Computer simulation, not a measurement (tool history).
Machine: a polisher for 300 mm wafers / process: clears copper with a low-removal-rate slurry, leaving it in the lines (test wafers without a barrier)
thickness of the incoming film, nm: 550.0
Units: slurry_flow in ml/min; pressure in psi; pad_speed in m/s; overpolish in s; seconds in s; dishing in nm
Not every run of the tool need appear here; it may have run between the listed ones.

run  hour  slurry_flow  pressure  pad_speed  slurry_solids  overpolish  seconds  dishing
  1   0.0          290       4.2       1.14            1.0          19  125.450   32.636
  2   2.2          290       4.4       1.14            1.0          19  118.480   33.928
  3   7.9          290       4.6       1.14            1.0          19  112.150   34.288
  4  12.5          290       4.6       1.14            0.9          19  113.950   34.289
  5  19.3          290       4.8       1.14            0.9          19  109.150   34.447
  6  28.1          290       4.9       1.14            0.9          20  104.960   35.621
  7  33.6          290       5.0       1.14            0.9          20  104.410   35.887
  8  38.5          290       5.1       1.14            0.9          20  103.590   36.504
  9  45.4          290       5.2       1.14            0.9          20   99.382   37.022
 10  53.9          290       5.3       1.14            0.9          20   99.572   36.421

Run 11 comes next. What will it give?
 11  61.5          290       5.4       1.14            0.9          20        ?        ?

{"run 11": {"seconds": 98.877, "dishing": 37.101}}

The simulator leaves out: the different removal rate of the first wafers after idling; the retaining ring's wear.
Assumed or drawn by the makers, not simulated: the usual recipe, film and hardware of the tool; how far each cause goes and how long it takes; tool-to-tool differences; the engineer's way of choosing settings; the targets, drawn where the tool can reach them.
